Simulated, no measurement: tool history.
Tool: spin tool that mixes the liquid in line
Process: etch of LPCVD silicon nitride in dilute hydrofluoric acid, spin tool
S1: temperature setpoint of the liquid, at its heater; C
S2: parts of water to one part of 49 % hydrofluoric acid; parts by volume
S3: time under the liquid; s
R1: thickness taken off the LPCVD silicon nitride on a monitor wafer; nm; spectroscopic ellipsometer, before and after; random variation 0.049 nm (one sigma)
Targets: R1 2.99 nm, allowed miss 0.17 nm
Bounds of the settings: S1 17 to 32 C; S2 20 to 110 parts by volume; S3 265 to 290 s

| run | hour | S1 | S2 | S3 | R1 |
|---|---|---|---|---|---|
| 1 | 0 | 24 | 60 | 265 | 2.2534 |
| 2 | 9 | 24 | 60 | 265 | 2.2808 |
| 3 | 15.8 | 21.5 | 60 | 265 | 1.8905 |
| 4 | 16.6 | 19 | 60 | 265 | 1.5753 |
| 5 | 18.8 | 20.5 | 60 | 265 | 1.7837 |
| 6 | 21.5 | 22 | 60 | 265 | 1.9011 |
| 7 | 30.4 | 23 | 60 | 265 | 2.1613 |
| 8 | 37.8 | 24 | 60 | 265 | 2.1976 |
| 9 | 39.1 | 25 | 60 | 265 | 2.4236 |
| 10 | 44.3 | 25.5 | 60 | 265 | 2.5107 |
| 11 | 52.5 | 26 | 60 | 265 | 2.674 |
| 12 | 58.5 | 26.5 | 60 | 265 | 2.6471 |
| 13 | 59.2 | 27 | 60 | 265 | 2.7068 |

5 next moves are on the table. One of them brings every result within its allowed miss. Which?
| A | 59.9 | 28.5 | 75 | 290 | ? |
| B | 59.9 | 27 | 50 | 280 | ? |
| C | 59.9 | 29 | 60 | 280 | ? |
| D | 59.9 | 28.5 | 55 | 275 | ? |
| E | 59.9 | 27 | 55 | 270 | ? |

| move | R1 |
|---|---|
| A | 2.6238 |
| B | 3.4316 |
| C | 3.2658 |
| D | 3.3846 |
| E | 3.0125 |
A: further off than the last run
B: takes the result that was furthest off past its target
C: takes the result that was furthest off past its target
D: takes the result that was furthest off past its target
E: meets every target
Answer: E
